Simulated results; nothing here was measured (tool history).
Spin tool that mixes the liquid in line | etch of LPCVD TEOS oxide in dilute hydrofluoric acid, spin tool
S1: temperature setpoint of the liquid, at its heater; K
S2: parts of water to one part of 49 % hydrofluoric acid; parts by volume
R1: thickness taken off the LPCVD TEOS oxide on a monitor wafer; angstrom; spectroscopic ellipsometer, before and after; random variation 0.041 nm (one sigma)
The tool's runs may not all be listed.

run 1 day=0.000 | S1=297.15 S2=110 time_under_the_liquid_(s)=15 | R1=80.456
run 2 day=0.050 | S1=297.15 S2=110 time_under_the_liquid_(s)=15 | R1=80.237
run 3 day=0.104 | S1=300.15 S2=110 time_under_the_liquid_(s)=15 | R1=90.113
run 4 day=0.425 | S1=300.15 S2=130 time_under_the_liquid_(s)=15 | R1=74.389
run 5 day=0.767 | S1=300.15 S2=130 time_under_the_liquid_(s)=15 | R1=74.480
run 6 day=0.858 | S1=301.65 S2=120 time_under_the_liquid_(s)=15 | R1=85.807
run 7 day=0.896 | S1=302.65 S2=110 time_under_the_liquid_(s)=15 | R1=99.440
run 8 day=0.996 | S1=303.15 S2=105 time_under_the_liquid_(s)=15 | R1=106.340

The next listed run, before its measurement:
run 9 day=1.138 | S1=303.65 S2=100 time_under_the_liquid_(s)=15 | R1=?

Run 9 gave R1 114.540 angstrom.

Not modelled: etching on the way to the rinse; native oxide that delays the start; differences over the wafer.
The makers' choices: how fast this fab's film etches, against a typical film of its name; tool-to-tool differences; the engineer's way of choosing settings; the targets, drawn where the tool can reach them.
